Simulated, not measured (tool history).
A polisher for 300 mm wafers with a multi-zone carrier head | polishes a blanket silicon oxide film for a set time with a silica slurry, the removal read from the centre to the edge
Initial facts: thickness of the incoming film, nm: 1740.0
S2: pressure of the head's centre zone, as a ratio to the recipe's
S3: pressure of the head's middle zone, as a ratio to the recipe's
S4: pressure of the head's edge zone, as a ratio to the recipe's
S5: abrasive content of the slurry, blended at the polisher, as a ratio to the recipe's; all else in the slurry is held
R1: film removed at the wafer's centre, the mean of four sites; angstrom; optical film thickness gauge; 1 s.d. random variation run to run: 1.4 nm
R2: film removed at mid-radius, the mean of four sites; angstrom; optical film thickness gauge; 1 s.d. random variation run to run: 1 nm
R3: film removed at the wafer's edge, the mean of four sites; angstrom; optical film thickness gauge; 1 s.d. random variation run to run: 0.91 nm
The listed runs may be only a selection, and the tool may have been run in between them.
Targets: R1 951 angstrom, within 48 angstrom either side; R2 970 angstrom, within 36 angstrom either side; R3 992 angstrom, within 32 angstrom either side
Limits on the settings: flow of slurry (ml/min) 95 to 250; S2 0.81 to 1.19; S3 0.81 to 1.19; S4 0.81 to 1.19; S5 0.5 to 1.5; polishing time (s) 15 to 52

{"run": 1, "hour": 0.0, "flow of slurry (ml/min)": 160, "S2": 1, "S3": 1, "S4": 1, "S5": 1, "polishing time (s)": 33, "R1": 696.71, "R2": 683.23, "R3": 653.51}
{"run": 2, "hour": 1.0, "flow of slurry (ml/min)": 160, "S2": 1, "S3": 1, "S4": 1, "S5": 1, "polishing time (s)": 26, "R1": 529.17, "R2": 519.74, "R3": 508.9}
{"run": 3, "hour": 8.0, "flow of slurry (ml/min)": 160, "S2": 0.94, "S3": 1, "S4": 1, "S5": 1, "polishing time (s)": 26, "R1": 509.28, "R2": 525.21, "R3": 509.65}
{"run": 4, "hour": 11.7, "flow of slurry (ml/min)": 160, "S2": 0.94, "S3": 1, "S4": 0.97, "S5": 1, "polishing time (s)": 26, "R1": 504.37, "R2": 531.39, "R3": 499.03}
{"run": 5, "hour": 14.6, "flow of slurry (ml/min)": 160, "S2": 0.94, "S3": 1, "S4": 0.97, "S5": 0.9, "polishing time (s)": 26, "R1": 477.68, "R2": 508.17, "R3": 474.7}
{"run": 6, "hour": 17.1, "flow of slurry (ml/min)": 160, "S2": 0.94, "S3": 1, "S4": 1.01, "S5": 0.9, "polishing time (s)": 26, "R1": 477.21, "R2": 510.96, "R3": 481.79}
{"run": 7, "hour": 23.8, "flow of slurry (ml/min)": 180, "S2": 0.96, "S3": 0.95, "S4": 1.11, "S5": 1.15, "polishing time (s)": 36, "R1": 789.92, "R2": 769.64, "R3": 793.43}
{"run": 8, "hour": 25.0, "flow of slurry (ml/min)": 180, "S2": 0.96, "S3": 0.96, "S4": 1.12, "S5": 1.2, "polishing time (s)": 36, "R1": 807.72, "R2": 785.02, "R3": 823.18}
{"run": 9, "hour": 28.0, "flow of slurry (ml/min)": 180, "S2": 0.96, "S3": 0.97, "S4": 1.12, "S5": 1.25, "polishing time (s)": 36, "R1": 816.96, "R2": 815.63, "R3": 836.29}
{"run": 10, "hour": 29.6, "flow of slurry (ml/min)": 180, "S2": 0.96, "S3": 0.97, "S4": 1.13, "S5": 1.3, "polishing time (s)": 36, "R1": 802.26, "R2": 818.85, "R3": 857.38}
{"run": 11, "hour": 31.7, "flow of slurry (ml/min)": 180, "S2": 0.96, "S3": 0.97, "S4": 1.13, "S5": 1.3, "polishing time (s)": 36, "R1": 813.7, "R2": 817.92, "R3": 845.42}
{"run": 12, "hour": 36.1, "flow of slurry (ml/min)": 185, "S2": 0.96, "S3": 0.97, "S4": 1.14, "S5": 1.3, "polishing time (s)": 36, "R1": 832.98, "R2": 820.62, "R3": 859.38}
{"run": 13, "hour": 43.9, "flow of slurry (ml/min)": 185, "S2": 0.96, "S3": 0.98, "S4": 1.14, "S5": 1.3, "polishing time (s)": 36, "R1": 825.37, "R2": 834.77, "R3": 854.6}
{"run": 14, "hour": 45.2, "flow of slurry (ml/min)": 195, "S2": 0.97, "S3": 0.99, "S4": 1.16, "S5": 1.4, "polishing time (s)": 37, "R1": 891.48, "R2": 882.52, "R3": 908.3}

Consider the 5 candidate settings below. Which is the only one whose results all fall within their allowed miss of target?
{"run": "A", "hour": 46.5, "flow of slurry (ml/min)": 235, "S2": 0.93, "S3": 0.97, "S4": 1.12, "S5": 1.4, "polishing time (s)": 40, "R1": "?", "R2": "?", "R3": "?"}
{"run": "B", "hour": 46.5, "flow of slurry (ml/min)": 200, "S2": 1.05, "S3": 1.05, "S4": 1.09, "S5": 1.45, "polishing time (s)": 41, "R1": "?", "R2": "?", "R3": "?"}
{"run": "C", "hour": 46.5, "flow of slurry (ml/min)": 250, "S2": 1.15, "S3": 0.97, "S4": 1.07, "S5": 1.4, "polishing time (s)": 37, "R1": "?", "R2": "?", "R3": "?"}
{"run": "D", "hour": 46.5, "flow of slurry (ml/min)": 235, "S2": 1, "S3": 1.05, "S4": 1.1, "S5": 1.5, "polishing time (s)": 36, "R1": "?", "R2": "?", "R3": "?"}
{"run": "E", "hour": 46.5, "flow of slurry (ml/min)": 225, "S2": 0.88, "S3": 0.94, "S4": 1.19, "S5": 1.35, "polishing time (s)": 39, "R1": "?", "R2": "?", "R3": "?"}

move=A R1=947.93 R2=965.02 R3=1011.9
move=B R1=1086.5 R2=1048 R3=1020.9
move=C R1=1095 R2=898.33 R3=923.02
move=D R1=942.19 R2=952.44 R3=926.06
move=E R1=856.53 R2=898.92 R3=995.48
A: meets every target
B: puts the biggest miss on target and leaves a different result outside tolerance
C: lands further from the targets than the last run did
D: nearer the targets than the last run, but a result is still out of spec
E: puts the biggest miss on target and leaves a different result outside tolerance
Correct choice: A, which meets every target
